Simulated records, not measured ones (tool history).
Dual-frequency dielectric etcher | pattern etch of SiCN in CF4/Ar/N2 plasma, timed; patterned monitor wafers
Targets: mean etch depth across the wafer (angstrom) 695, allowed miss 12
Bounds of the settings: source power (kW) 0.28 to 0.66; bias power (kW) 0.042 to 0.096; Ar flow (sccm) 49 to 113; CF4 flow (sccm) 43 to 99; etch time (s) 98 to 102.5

| run | hour | source power (kW) | bias power (kW) | Ar flow (sccm) | CF4 flow (sccm) | etch time (s) | mean etch depth across the wafer (angstrom) |
|---|---|---|---|---|---|---|---|
| 1 | 0 | 0.47 | 0.069 | 81 | 71 | 98 | 870.46 |
| 2 | 2.5 | 0.47 | 0.069 | 81 | 71 | 102.5 | 916.78 |
| 3 | 4.2 | 0.45 | 0.069 | 81 | 71 | 102.5 | 869.89 |
| 4 | 6 | 0.45 | 0.077 | 81 | 71 | 102.5 | 910.42 |
| 5 | 10.7 | 0.45 | 0.077 | 81 | 76 | 102.5 | 917.91 |
| 6 | 15.3 | 0.45 | 0.077 | 91 | 76 | 102.5 | 902.52 |
| 7 | 24.3 | 0.43 | 0.077 | 91 | 76 | 102.5 | 848.04 |
| 8 | 31.1 | 0.33 | 0.076 | 91 | 76 | 102.5 | 635.59 |
| 9 | 35 | 0.37 | 0.076 | 91 | 76 | 102.5 | 720.53 |

4 next moves are on the table. One of them brings every result within its allowed miss. Which?
| A | 38.9 | 0.35 | 0.087 | 83 | 71 | 98 | ? |
| B | 38.9 | 0.36 | 0.08 | 58 | 70 | 99.5 | ? |
| C | 38.9 | 0.38 | 0.084 | 95 | 76 | 100.5 | ? |
| D | 38.9 | 0.4 | 0.082 | 90 | 73 | 98 | ? |

| move | mean etch depth across the wafer (angstrom) |
|---|---|
| A | 688.52 |
| B | 744.65 |
| C | 750.12 |
| D | 769.92 |
A: meets every target
B: further off than the last run
C: further off than the last run
D: further off than the last run
Answer: A
